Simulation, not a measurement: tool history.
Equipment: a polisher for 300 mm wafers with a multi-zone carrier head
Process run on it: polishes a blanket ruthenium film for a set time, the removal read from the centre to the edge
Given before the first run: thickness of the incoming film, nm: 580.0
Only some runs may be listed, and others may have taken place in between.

run	hour	flow of slurry (ml/min)	pressure of the head's centre zone	pressure of the head's middle zone	pressure of the head's edge zone	polishing time (s)	film removed at the wafer's centre (nm)	film removed at mid-radius (nm)	film removed at the wafer's edge (nm)
1	0.0	135	1.00	1.00	1.00	84	83.579	86.821	83.074
2	6.3	135	0.97	1.00	1.00	84	81.060	84.605	82.997
3	9.9	130	0.95	1.02	0.96	73	69.430	76.531	71.442
4	16.1	125	0.93	1.02	0.93	65	59.652	65.390	60.315
5	24.4	125	0.93	1.02	0.93	85	79.056	88.622	81.047
6	32.6	120	0.91	1.02	0.90	76	67.601	75.983	69.875
7	41.6	120	0.91	1.02	0.90	76	67.868	77.880	70.102
8	45.1	115	0.90	1.01	0.88	69	60.542	66.293	65.096
9	50.3	120	0.89	1.02	0.88	63	54.858	64.334	57.715
10	53.6	120	0.89	1.01	0.87	60	52.515	61.408	54.778

Run 11, settings as shown, results not yet in. Your forecast:
11	61.4	120	0.89	1.00	0.86	58	?	?	?

film removed at the wafer's centre (nm): 50.300
film removed at mid-radius (nm): 56.879
film removed at the wafer's edge (nm): 51.989
